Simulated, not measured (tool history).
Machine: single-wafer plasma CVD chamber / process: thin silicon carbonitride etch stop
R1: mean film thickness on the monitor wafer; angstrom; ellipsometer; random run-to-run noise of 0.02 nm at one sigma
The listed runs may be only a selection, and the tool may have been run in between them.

Run 1, day 0.000: RF power (W) 255, deposition time (s) 11.1. Result: R1 63.284 angstrom.
Run 2, day 0.258: RF power (W) 245, deposition time (s) 11.1. Result: R1 62.566 angstrom.
Run 3, day 0.283: RF power (W) 225, deposition time (s) 11.1. Result: R1 61.694 angstrom.
Run 4, day 0.521: RF power (W) 205, deposition time (s) 11.1. Result: R1 60.647 angstrom.
Run 5, day 0.892: RF power (W) 215, deposition time (s) 11.4. Result: R1 62.669 angstrom.
Run 6, day 0.988: RF power (W) 245, deposition time (s) 11.4. Result: R1 64.308 angstrom.
Run 7, day 1.325: RF power (W) 250, deposition time (s) 11.6. Result: R1 65.730 angstrom.
Run 8, day 1.567: RF power (W) 255, deposition time (s) 11.8. Result: R1 67.122 angstrom.
Run 9, day 1.917: RF power (W) 260, deposition time (s) 12.0. Result: R1 68.545 angstrom.

Run 10 has not been measured yet. What should we expect?
Run 10, day 2.146: RF power (W) 265, deposition time (s) 12.1. Result: R1 ?.

R1: 69.306 angstrom
